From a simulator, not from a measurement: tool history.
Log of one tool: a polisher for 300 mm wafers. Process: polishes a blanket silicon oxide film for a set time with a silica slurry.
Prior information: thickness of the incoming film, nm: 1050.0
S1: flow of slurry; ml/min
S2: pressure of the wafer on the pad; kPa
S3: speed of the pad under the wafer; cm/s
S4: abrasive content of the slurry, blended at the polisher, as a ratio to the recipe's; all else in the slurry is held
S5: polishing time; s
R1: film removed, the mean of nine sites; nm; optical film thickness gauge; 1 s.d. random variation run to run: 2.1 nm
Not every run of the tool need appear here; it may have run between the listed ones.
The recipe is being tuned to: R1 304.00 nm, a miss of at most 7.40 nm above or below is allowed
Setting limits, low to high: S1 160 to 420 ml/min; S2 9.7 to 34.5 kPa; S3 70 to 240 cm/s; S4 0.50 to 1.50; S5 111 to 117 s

run 1 day=0.000 | S1=270 S2=22.1 S3=154 S4=1.00 S5=111 | R1=370.91
run 2 day=0.321 | S1=335 S2=22.1 S3=154 S4=1.00 S5=111 | R1=377.09
run 3 day=0.417 | S1=335 S2=22.1 S3=168 S4=1.00 S5=111 | R1=400.36
run 4 day=0.479 | S1=335 S2=26.2 S3=168 S4=1.00 S5=111 | R1=445.47
run 5 day=0.608 | S1=335 S2=23.4 S3=166 S4=1.00 S5=111 | R1=417.57
run 6 day=0.650 | S1=380 S2=23.4 S3=166 S4=1.00 S5=111 | R1=414.28
run 7 day=0.867 | S1=380 S2=21.4 S3=166 S4=1.00 S5=111 | R1=398.17
run 8 day=1.179 | S1=375 S2=19.3 S3=166 S4=1.00 S5=111 | R1=374.41
run 9 day=1.479 | S1=375 S2=17.9 S3=166 S4=1.00 S5=111 | R1=360.76

Which single option among these 4 for the next run brings every result within its allowed miss of target? Just one does.
run A day=1.779 | S1=365 S2=17.9 S3=142 S4=1.05 S5=113 | R1=?
run B day=1.779 | S1=390 S2=19.3 S3=184 S4=1.00 S5=113 | R1=?
run C day=1.779 | S1=375 S2=20.0 S3=168 S4=1.15 S5=115 | R1=?
run D day=1.779 | S1=420 S2=24.1 S3=86 S4=1.00 S5=114 | R1=?

move=A R1=339.42
move=B R1=406.53
move=C R1=425.11
move=D R1=305.01
A: closer than the last run, but not yet in spec
B: its largest miss is bigger than the last run's
C: its largest miss is bigger than the last run's
D: each result inside its tolerance
Go with D: it meets all targets.
